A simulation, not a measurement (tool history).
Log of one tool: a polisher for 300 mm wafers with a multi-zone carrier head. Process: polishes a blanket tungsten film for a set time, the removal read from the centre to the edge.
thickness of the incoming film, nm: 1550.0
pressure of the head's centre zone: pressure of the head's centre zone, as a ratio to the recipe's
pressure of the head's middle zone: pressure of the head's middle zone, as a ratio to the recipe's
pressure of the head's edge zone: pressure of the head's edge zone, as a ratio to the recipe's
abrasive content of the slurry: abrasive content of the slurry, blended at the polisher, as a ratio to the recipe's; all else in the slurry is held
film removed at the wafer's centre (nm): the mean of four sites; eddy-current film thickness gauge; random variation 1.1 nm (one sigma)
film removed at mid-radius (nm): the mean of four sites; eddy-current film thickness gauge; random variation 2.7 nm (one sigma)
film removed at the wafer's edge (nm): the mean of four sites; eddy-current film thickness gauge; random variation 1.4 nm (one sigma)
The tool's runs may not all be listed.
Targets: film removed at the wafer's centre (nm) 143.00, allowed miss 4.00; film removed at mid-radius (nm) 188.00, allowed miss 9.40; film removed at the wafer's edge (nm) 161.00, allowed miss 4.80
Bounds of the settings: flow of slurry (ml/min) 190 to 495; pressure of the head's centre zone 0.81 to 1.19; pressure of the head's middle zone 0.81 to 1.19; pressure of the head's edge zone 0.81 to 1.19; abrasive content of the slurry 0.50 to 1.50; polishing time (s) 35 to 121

run,day,flow of slurry (ml/min),pressure of the head's centre zone,pressure of the head's middle zone,pressure of the head's edge zone,abrasive content of the slurry,polishing time (s),film removed at the wafer's centre (nm),film removed at mid-radius (nm),film removed at the wafer's edge (nm)
1,0.000,320,1.00,1.00,1.00,1.00,78,284.67,286.49,292.06
2,0.112,395,1.00,1.00,1.00,1.00,78,291.02,297.42,302.99
3,0.338,395,1.00,1.00,1.00,1.10,78,303.35,301.59,303.81
4,0.550,395,1.00,1.00,1.00,1.10,93,358.33,356.07,360.80
5,0.917,370,0.97,1.03,0.94,0.90,75,266.40,286.41,264.15
6,1.154,370,0.97,1.03,0.94,1.00,75,274.24,292.45,279.11
7,1.408,360,0.92,1.03,0.91,0.85,65,216.40,240.13,228.92
8,1.575,350,0.88,1.05,0.88,0.75,60,184.59,215.90,199.05
9,1.817,330,0.86,1.07,0.86,0.65,58,167.07,200.74,184.18
10,2.042,290,0.82,1.17,0.81,0.50,54,137.78,196.04,153.85
11,2.250,300,0.82,1.15,0.82,0.50,54,139.95,189.68,158.79

5 next moves are on the table. One of them brings every result within its allowed miss. Which?
A,2.458,245,0.86,1.18,0.82,0.80,48,?,?,?
B,2.458,260,0.87,1.16,0.89,0.50,54,?,?,?
C,2.458,280,0.81,1.15,0.82,0.55,51,?,?,?
D,2.458,240,0.81,1.19,0.81,0.70,51,?,?,?
E,2.458,230,0.82,1.19,0.91,0.65,51,?,?,?

move,film removed at the wafer's centre (nm),film removed at mid-radius (nm),film removed at the wafer's edge (nm)
A,140.87,185.55,152.83
B,144.68,185.86,160.47
C,131.33,180.09,150.51
D,136.03,191.61,156.09
E,134.39,187.06,160.74
A: brings the result that was furthest off to its target, and leaves another outside
B: meets every target
C: further off than the last run
D: further off than the last run
E: further off than the last run
The right move is B.
